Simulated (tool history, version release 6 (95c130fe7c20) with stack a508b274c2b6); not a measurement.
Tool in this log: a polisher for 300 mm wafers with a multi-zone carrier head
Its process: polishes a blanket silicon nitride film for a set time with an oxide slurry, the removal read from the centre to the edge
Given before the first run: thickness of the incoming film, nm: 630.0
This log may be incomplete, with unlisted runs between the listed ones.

run,hour,flow of slurry (ml/min),pressure of the head's centre zone,pressure of the head's middle zone,pressure of the head's edge zone,abrasive content of the slurry,polishing time (s),film removed at the wafer's centre (nm),film removed at mid-radius (nm),film removed at the wafer's edge (nm)
1,0.0,290,1.00,1.00,1.00,1.00,76,27.773,27.732,27.738
2,4.6,300,1.03,1.02,0.98,1.00,76,29.402,28.458,27.785
3,6.5,300,1.03,1.02,0.98,1.00,61,23.384,22.619,22.302
4,13.3,300,0.99,1.02,0.98,1.00,61,22.453,23.340,22.372
5,19.4,315,1.02,1.05,0.97,1.05,61,23.870,23.879,22.491
6,24.9,315,1.02,1.05,0.97,1.05,78,30.770,30.761,29.156
7,28.7,320,1.03,1.06,0.95,1.05,78,31.454,31.265,28.715
8,34.6,325,1.04,1.07,0.94,1.05,78,31.160,31.535,28.355
9,36.0,330,1.05,1.07,0.93,1.05,78,32.100,31.684,28.758
10,39.7,330,1.11,1.12,0.83,0.95,78,31.779,31.106,25.787

Run 11 is up next; what results do you expect?
11,45.6,335,1.11,1.12,0.84,0.95,78,?,?,?

Run 11 measured film removed at the wafer's centre (nm) 31.864, film removed at mid-radius (nm) 31.152, film removed at the wafer's edge (nm) 25.657.
